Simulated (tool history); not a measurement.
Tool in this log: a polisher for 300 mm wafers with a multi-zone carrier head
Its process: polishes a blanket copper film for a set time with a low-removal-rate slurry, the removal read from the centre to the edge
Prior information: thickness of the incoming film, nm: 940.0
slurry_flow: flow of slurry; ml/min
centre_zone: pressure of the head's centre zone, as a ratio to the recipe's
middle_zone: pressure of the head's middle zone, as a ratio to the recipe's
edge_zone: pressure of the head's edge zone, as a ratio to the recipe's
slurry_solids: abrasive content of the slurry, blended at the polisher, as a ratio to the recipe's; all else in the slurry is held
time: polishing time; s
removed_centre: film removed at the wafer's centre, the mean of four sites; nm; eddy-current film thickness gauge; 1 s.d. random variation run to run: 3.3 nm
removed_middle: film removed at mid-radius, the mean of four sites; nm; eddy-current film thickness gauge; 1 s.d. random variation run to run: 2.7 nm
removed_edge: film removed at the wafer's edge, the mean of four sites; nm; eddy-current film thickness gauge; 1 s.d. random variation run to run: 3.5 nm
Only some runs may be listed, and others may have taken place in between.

run	day	slurry_flow	centre_zone	middle_zone	edge_zone	slurry_solids	time	removed_centre	removed_middle	removed_edge
1	0	250	1	1	1	1	55	277.8	254.05	243.56
2	0.371	255	1.02	0.99	1.01	1	55	288.75	251.81	245.57
3	0.404	260	1.03	0.99	1.02	1	55	289.9	251.31	249.43
4	0.742	265	1.04	0.99	1.02	1	55	291.53	249.59	247.37
5	0.996	265	1.05	0.99	1.03	1	55	301.34	248.85	248.03
6	1.133	265	1.05	0.99	1.03	0.85	55	286.03	245.71	240.95

Forecast run 7:
# day 1.475: centre zone pressure recalibrated
7	1.475	300	1.09	1.01	1.12	0.95	56	?	?	?

Run 7 came out at removed_centre 279.47 nm, removed_middle 263.55 nm, removed_edge 263.77 nm.
